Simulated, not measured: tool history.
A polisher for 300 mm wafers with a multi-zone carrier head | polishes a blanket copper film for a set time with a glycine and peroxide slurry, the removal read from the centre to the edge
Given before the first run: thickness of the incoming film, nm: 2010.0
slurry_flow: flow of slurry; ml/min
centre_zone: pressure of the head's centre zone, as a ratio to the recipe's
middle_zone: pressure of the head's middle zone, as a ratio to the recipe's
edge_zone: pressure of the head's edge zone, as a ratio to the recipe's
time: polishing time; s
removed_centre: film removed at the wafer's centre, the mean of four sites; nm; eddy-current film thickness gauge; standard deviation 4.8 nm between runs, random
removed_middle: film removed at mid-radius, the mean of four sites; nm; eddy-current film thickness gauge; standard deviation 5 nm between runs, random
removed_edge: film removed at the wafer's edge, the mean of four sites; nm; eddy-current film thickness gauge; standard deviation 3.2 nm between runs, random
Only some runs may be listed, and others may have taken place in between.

run    day  slurry_flow  centre_zone  middle_zone  edge_zone  time  removed_centre  removed_middle  removed_edge
  1      0          220            1            1          1    49          347.93          336.45        324.31
  2  0.375          220         1.04            1          1    49          363.79          328.95        325.73
  3    0.5          220         1.04            1          1    60          434.67          404.62        402.88
  4  0.712          225         1.04         0.99       1.02    60          443.15          402.94        407.97
  5  0.854          185         1.04         0.99       1.02    60          417.65          400.35        392.74
  6  1.117          140         1.04         0.99       1.02    60          386.84           371.1        380.25

What will run 7 give?
  7  1.383          155         1.04         0.97       1.04    60               ?               ?             ?

{"run 7": {"removed_centre": 408.12, "removed_middle": 372.45, "removed_edge": 384.03}}
